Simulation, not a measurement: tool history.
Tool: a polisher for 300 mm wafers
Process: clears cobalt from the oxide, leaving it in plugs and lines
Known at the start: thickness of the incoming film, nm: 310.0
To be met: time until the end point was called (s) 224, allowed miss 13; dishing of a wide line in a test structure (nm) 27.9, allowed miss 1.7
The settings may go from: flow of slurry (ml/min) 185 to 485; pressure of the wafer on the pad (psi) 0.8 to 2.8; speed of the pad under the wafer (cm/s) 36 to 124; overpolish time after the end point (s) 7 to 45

run  hour  flow of slurry (ml/min)  pressure of the wafer on the pad (psi)  speed of the pad under the wafer (cm/s)  overpolish time after the end point (s)  time until the end point was called (s)  dishing of a wide line in a test structure (nm)
  1     0                      310                                     1.8                                       80                                       23                                   89.725                                           49.141
  2   8.9                      310                                     1.8                                       88                                       23                                   83.145                                           52.322
  3  17.8                      305                                     1.6                                       82                                       23                                   99.335                                           47.647
  4  22.4                      305                                     1.6                                       94                                       23                                       86                                           50.243
  5  23.4                      340                                     1.6                                       94                                       23                                   83.989                                           52.525
  6  27.1                      330                                     1.5                                       86                                       22                                   97.344                                           47.459
  7  28.9                      320                                     1.4                                       80                                       21                                    114.3                                           40.749
  8  31.4                      315                                     1.3                                       76                                       21                                   130.42                                           37.809
  9  39.6                      310                                     1.2                                       74                                       21                                   143.34                                           35.794
 10  42.9                      305                                     1.1                                       72                                       21                                   164.32                                           33.395
 11  51.8                      295                                       1                                       72                                       21                                   176.46                                           31.062
 12    60                      285                                       1                                       72                                       22                                   173.23                                           31.966
 13  65.3                      280                                       1                                       70                                       22                                   187.96                                           31.779
 14  70.5                      270                                       1                                       70                                       22                                   177.69                                           31.392
 15    74                      290                                     0.8                                       60                                       21                                   256.76                                           23.407
 16  80.8                      290                                     0.8                                       60                                       21                                   264.95                                           22.114
 17  82.8                      285                                     0.8                                       60                                       22                                   262.91                                           24.387

4 next moves are on the table. One of them brings every result within its allowed miss. Which?
  A  84.8                      235                                     0.9                                       56                                       21                                        ?                                                ?
  B  84.8                      350                                     0.9                                       52                                       23                                        ?                                                ?
  C  84.8                      275                                       1                                       56                                       23                                        ?                                                ?
  D  84.8                      305                                     0.9                                       62                                       19                                        ?                                                ?

move  time until the end point was called (s)  dishing of a wide line in a test structure (nm)
   A                                   247.06                                           22.681
   B                                   255.16                                           23.814
   C                                   219.86                                            26.76
   D                                    218.1                                           23.118
A: as far off as the last run
B: nearer than the last run, and not there yet
C: meets every target
D: brings the result that was furthest off to its target, and leaves another outside
Answer: C
